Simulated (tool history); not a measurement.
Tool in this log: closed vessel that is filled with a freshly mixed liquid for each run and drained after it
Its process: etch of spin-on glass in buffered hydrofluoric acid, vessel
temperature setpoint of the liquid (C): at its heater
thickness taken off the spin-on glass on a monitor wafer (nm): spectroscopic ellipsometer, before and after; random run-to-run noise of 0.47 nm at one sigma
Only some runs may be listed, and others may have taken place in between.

run,hour,temperature setpoint of the liquid (C),parts of 40 % ammonium fluoride to one part of 49 % hydrofluoric acid (parts by volume),time in the liquid (s),thickness taken off the spin-on glass on a monitor wafer (nm)
1,0,20,11.5,90,133.84
2,8,20,9.5,90,158.55
3,13.1,20,9.5,100,176.28
4,17.3,20,6.5,100,254.73
5,20.8,21.5,6.5,100,277.03
6,27.7,21.5,5,100,344.44

For run 7, what comes out?
7,32.2,20,8,100,?

Run 7 produced thickness taken off the spin-on glass on a monitor wafer (nm) 208.7.

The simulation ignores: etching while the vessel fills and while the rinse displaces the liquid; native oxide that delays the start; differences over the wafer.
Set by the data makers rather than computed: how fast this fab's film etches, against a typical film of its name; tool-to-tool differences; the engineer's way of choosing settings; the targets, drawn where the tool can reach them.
